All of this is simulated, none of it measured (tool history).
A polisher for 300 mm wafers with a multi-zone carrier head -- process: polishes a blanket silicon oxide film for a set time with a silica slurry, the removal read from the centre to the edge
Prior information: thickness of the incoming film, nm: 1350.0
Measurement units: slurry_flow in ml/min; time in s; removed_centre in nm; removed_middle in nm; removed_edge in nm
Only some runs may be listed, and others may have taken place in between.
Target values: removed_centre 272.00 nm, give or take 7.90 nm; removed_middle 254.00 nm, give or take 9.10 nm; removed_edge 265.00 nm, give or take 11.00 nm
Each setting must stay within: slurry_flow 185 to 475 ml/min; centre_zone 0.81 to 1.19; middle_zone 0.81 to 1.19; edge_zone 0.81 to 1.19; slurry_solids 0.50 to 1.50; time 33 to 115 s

| run | hour | slurry_flow | centre_zone | middle_zone | edge_zone | slurry_solids | time | removed_centre | removed_middle | removed_edge |
|---|---|---|---|---|---|---|---|---|---|---|
| 1 | 0.0 | 305 | 1.00 | 1.00 | 1.00 | 1.00 | 73 | 194.15 | 194.30 | 196.18 |
| 2 | 2.2 | 305 | 1.00 | 1.00 | 1.03 | 1.00 | 73 | 193.42 | 200.56 | 193.86 |
| 3 | 9.9 | 305 | 1.01 | 0.98 | 1.03 | 1.10 | 74 | 206.60 | 207.08 | 203.44 |
| 4 | 17.4 | 300 | 1.00 | 0.95 | 1.03 | 1.20 | 76 | 218.28 | 213.56 | 223.81 |
| 5 | 24.1 | 255 | 1.00 | 0.95 | 1.03 | 1.20 | 76 | 215.52 | 207.76 | 216.65 |
| 6 | 26.8 | 255 | 1.00 | 0.95 | 1.11 | 1.20 | 76 | 214.09 | 209.16 | 224.46 |
| 7 | 30.2 | 290 | 1.10 | 1.02 | 1.18 | 1.45 | 77 | 259.91 | 246.36 | 252.67 |
| 8 | 38.9 | 295 | 1.10 | 1.02 | 1.18 | 1.45 | 77 | 259.38 | 246.16 | 257.79 |
| 9 | 45.8 | 300 | 1.11 | 1.02 | 1.18 | 1.45 | 77 | 264.03 | 246.04 | 255.87 |

Pick the move, out of 5, that brings all results within their allowed miss; only one does.
| A | 52.7 | 285 | 1.06 | 1.19 | 1.10 | 1.50 | 76 | ? | ? | ? |
| B | 52.7 | 300 | 1.15 | 0.93 | 1.17 | 1.20 | 85 | ? | ? | ? |
| C | 52.7 | 265 | 1.00 | 1.02 | 1.19 | 1.50 | 80 | ? | ? | ? |
| D | 52.7 | 345 | 1.05 | 0.96 | 1.06 | 1.45 | 84 | ? | ? | ? |
| E | 52.7 | 320 | 1.11 | 1.03 | 1.15 | 1.35 | 76 | ? | ? | ? |

| move | removed_centre | removed_middle | removed_edge |
|---|---|---|---|
| A | 251.07 | 281.56 | 244.15 |
| B | 280.43 | 235.53 | 259.44 |
| C | 247.39 | 258.60 | 265.92 |
| D | 275.21 | 259.94 | 265.80 |
| E | 255.03 | 241.47 | 241.69 |
A: lands further from the targets than the last run did
B: takes the result that was furthest off past its target
C: lands further from the targets than the last run did
D: all results land within tolerance of their targets
E: lands further from the targets than the last run did
Move D is the one to make.

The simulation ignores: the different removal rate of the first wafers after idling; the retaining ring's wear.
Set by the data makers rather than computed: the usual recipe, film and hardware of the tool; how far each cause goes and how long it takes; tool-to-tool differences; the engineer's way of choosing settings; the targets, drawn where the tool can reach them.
